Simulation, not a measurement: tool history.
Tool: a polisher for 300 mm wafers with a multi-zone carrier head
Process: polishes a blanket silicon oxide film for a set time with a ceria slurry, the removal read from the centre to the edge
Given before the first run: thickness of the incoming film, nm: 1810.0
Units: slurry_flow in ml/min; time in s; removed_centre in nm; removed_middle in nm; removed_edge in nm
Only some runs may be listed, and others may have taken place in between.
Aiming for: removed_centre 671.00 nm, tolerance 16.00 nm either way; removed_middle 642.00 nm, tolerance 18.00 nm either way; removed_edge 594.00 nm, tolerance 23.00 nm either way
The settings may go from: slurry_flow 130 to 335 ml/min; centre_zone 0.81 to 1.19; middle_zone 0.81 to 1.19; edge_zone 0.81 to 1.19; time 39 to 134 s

Run 1, hour 0.0: slurry_flow 215 ml/min, centre_zone 1.00, middle_zone 1.00, edge_zone 1.00, time 86 s. Result: removed_centre 386.29 nm, removed_middle 385.20 nm, removed_edge 393.05 nm.
Run 2, hour 2.1: slurry_flow 215 ml/min, centre_zone 1.00, middle_zone 1.00, edge_zone 1.05, time 86 s. Result: removed_centre 385.30 nm, removed_middle 391.26 nm, removed_edge 404.49 nm.
Run 3, hour 8.6: slurry_flow 185 ml/min, centre_zone 1.00, middle_zone 1.00, edge_zone 1.05, time 86 s. Result: removed_centre 376.37 nm, removed_middle 381.45 nm, removed_edge 403.67 nm.
Run 4, hour 11.3: slurry_flow 185 ml/min, centre_zone 1.00, middle_zone 0.95, edge_zone 1.05, time 86 s. Result: removed_centre 380.52 nm, removed_middle 361.79 nm, removed_edge 403.10 nm.
Run 5, hour 17.1: slurry_flow 185 ml/min, centre_zone 1.05, middle_zone 0.95, edge_zone 1.05, time 86 s. Result: removed_centre 398.88 nm, removed_middle 358.58 nm, removed_edge 402.15 nm.
Run 6, hour 18.4: slurry_flow 195 ml/min, centre_zone 1.07, middle_zone 0.97, edge_zone 1.06, time 89 s. Result: removed_centre 426.73 nm, removed_middle 383.10 nm, removed_edge 417.54 nm.
Run 7, hour 22.0: slurry_flow 200 ml/min, centre_zone 1.08, middle_zone 0.99, edge_zone 1.07, time 92 s. Result: removed_centre 445.20 nm, removed_middle 404.78 nm, removed_edge 425.98 nm.
Run 8, hour 30.1: slurry_flow 200 ml/min, centre_zone 1.09, middle_zone 1.00, edge_zone 1.08, time 95 s. Result: removed_centre 456.99 nm, removed_middle 427.63 nm, removed_edge 445.61 nm.
Run 9, hour 34.8: slurry_flow 210 ml/min, centre_zone 1.10, middle_zone 1.01, edge_zone 1.09, time 98 s. Result: removed_centre 484.53 nm, removed_middle 440.56 nm, removed_edge 457.79 nm.
Run 10, hour 43.3: slurry_flow 210 ml/min, centre_zone 1.11, middle_zone 1.02, edge_zone 1.10, time 101 s. Result: removed_centre 506.76 nm, removed_middle 462.46 nm, removed_edge 491.72 nm.
Run 11, hour 52.0: slurry_flow 220 ml/min, centre_zone 1.12, middle_zone 1.03, edge_zone 1.10, time 103 s. Result: removed_centre 521.52 nm, removed_middle 480.86 nm, removed_edge 500.35 nm.
Run 12, hour 53.7: slurry_flow 225 ml/min, centre_zone 1.13, middle_zone 1.04, edge_zone 1.10, time 105 s. Result: removed_centre 538.39 nm, removed_middle 487.24 nm, removed_edge 501.12 nm.
Run 13, hour 55.9: slurry_flow 230 ml/min, centre_zone 1.14, middle_zone 1.05, edge_zone 1.10, time 107 s. Result: removed_centre 556.71 nm, removed_middle 508.23 nm, removed_edge 506.03 nm.
Run 14, hour 57.6: slurry_flow 230 ml/min, centre_zone 1.15, middle_zone 1.06, edge_zone 1.11, time 108 s. Result: removed_centre 565.60 nm, removed_middle 521.29 nm, removed_edge 530.67 nm.

Exercise: of the 4 proposed moves below, exactly one satisfies all targets within the stated allowed misses. Which move is it?
Run A, hour 59.3: slurry_flow 295 ml/min, centre_zone 1.19, middle_zone 1.10, edge_zone 0.98, time 127 s. Result: removed_centre ?, removed_middle ?, removed_edge ?.
Run B, hour 59.3: slurry_flow 300 ml/min, centre_zone 1.19, middle_zone 1.19, edge_zone 0.87, time 118 s. Result: removed_centre ?, removed_middle ?, removed_edge ?.
Run C, hour 59.3: slurry_flow 285 ml/min, centre_zone 1.16, middle_zone 1.13, edge_zone 1.04, time 123 s. Result: removed_centre ?, removed_middle ?, removed_edge ?.
Run D, hour 59.3: slurry_flow 255 ml/min, centre_zone 1.09, middle_zone 1.06, edge_zone 1.13, time 132 s. Result: removed_centre ?, removed_middle ?, removed_edge ?.

move  removed_centre  removed_middle  removed_edge
   A          712.30          646.70        599.35
   B          663.48          642.58        531.45
   C          669.81          638.15        593.08
   D          665.42          641.71        653.95
A: gets the furthest-off result to its target, but another result is out of tolerance
B: gets the furthest-off result to its target, but another result is out of tolerance
C: all results land within tolerance of their targets
D: gets the furthest-off result to its target, but another result is out of tolerance
The right move is C.

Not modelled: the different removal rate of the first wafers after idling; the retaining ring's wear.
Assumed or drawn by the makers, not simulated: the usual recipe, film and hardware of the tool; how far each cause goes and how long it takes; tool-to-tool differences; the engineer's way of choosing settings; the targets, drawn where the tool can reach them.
